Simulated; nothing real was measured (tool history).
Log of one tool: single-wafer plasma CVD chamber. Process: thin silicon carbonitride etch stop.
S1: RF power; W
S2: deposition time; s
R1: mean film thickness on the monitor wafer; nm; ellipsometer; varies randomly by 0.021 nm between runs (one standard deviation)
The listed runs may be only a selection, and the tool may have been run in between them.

Run 1, hour 0.0: S1 195 W, S2 9.00 s. Result: R1 4.6612 nm.
Run 2, hour 1.7: S1 170 W, S2 9.00 s. Result: R1 4.4677 nm.
Run 3, hour 3.7: S1 170 W, S2 9.77 s. Result: R1 4.8101 nm.
Run 4, hour 6.3: S1 170 W, S2 10.30 s. Result: R1 5.0954 nm.
Run 5, hour 7.9: S1 185 W, S2 10.51 s. Result: R1 5.3297 nm.
At hour 15.2: RF generator calibrated.
Run 6, hour 15.2: S1 185 W, S2 9.24 s. Result: R1 4.7948 nm.

Forecast run 7:
Run 7, hour 16.4: S1 200 W, S2 9.54 s. Result: R1 ?.

R1: 5.0464 nm

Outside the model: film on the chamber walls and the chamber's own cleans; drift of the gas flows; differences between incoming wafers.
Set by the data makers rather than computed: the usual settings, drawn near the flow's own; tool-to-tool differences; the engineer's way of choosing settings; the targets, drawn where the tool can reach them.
